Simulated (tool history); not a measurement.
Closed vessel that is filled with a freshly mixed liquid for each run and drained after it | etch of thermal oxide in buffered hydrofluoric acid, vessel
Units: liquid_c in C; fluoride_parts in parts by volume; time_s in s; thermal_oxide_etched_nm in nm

run	hour	liquid_c	fluoride_parts	time_s	thermal_oxide_etched_nm
1	0	22	20.5	150	85.01
2	5.7	24	17.5	150	109.59
3	6.6	21	17.5	150	93.091
4	14.6	21	17.5	160	98.499
5	15.6	23	16	160	120.78
6	23.4	23	16	160	120.93
7	24.2	24.5	15	160	139.89
8	31.4	26	14.5	160	156.49
9	34.8	27	14	160	171.32
10	43.1	27.5	13.5	160	184.07

The next listed run, before its measurement:
11	45.1	28	13.5	160	?

Run 11 gave thermal_oxide_etched_nm 187.61 nm.
